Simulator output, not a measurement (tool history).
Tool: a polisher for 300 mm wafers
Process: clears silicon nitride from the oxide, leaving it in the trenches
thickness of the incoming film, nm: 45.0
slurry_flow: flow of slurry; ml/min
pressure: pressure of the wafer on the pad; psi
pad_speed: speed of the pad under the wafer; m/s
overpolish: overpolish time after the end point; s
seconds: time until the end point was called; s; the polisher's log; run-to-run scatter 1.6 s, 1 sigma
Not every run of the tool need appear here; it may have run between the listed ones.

run	hour	slurry_flow	pressure	pad_speed	overpolish	seconds
1	0.0	190	1.9	1.02	8	60.082
2	6.3	190	1.7	1.00	8	65.260
3	9.5	190	1.7	1.22	8	57.221
4	11.8	190	1.7	1.08	8	62.185
5	20.6	190	1.5	1.08	8	72.598
6	26.5	190	1.4	1.08	8	75.720

What does the tool deliver on the next run?
7	30.0	190	1.3	1.08	8	?

Run 7 yielded seconds 84.337 s.
